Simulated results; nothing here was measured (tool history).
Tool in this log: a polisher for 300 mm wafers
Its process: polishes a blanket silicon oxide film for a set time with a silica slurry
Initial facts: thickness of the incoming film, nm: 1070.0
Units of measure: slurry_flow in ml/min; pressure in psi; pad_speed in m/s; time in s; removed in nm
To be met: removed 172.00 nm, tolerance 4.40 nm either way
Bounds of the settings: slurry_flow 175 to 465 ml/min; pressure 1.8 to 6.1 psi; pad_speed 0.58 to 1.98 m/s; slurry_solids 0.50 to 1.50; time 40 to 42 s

run	hour	slurry_flow	pressure	pad_speed	slurry_solids	time	removed
1	0.0	295	3.9	1.28	1.00	40	123.25
2	8.2	295	3.4	1.28	1.00	40	113.24
3	9.1	295	3.4	1.28	1.00	40	114.48
4	10.4	295	3.4	1.28	1.00	40	112.87
5	12.5	300	4.0	1.28	1.00	40	126.68
6	15.2	300	4.0	1.40	1.00	40	137.60
7	20.8	305	4.3	1.40	1.00	40	144.37
8	23.7	305	4.6	1.40	1.00	40	151.09

4 next moves are on the table. One of them brings every result within its allowed miss. Which?
A	26.6	360	4.6	1.26	0.85	42	?
B	26.6	380	4.7	1.22	0.90	40	?
C	26.6	310	4.5	1.24	0.95	40	?
D	26.6	385	3.5	1.98	1.05	41	?

move	removed
A	138.61
B	135.52
C	133.92
D	173.34
A: further off than the last run
B: further off than the last run
C: further off than the last run
D: every result within its allowed miss
Move D is the one to make.
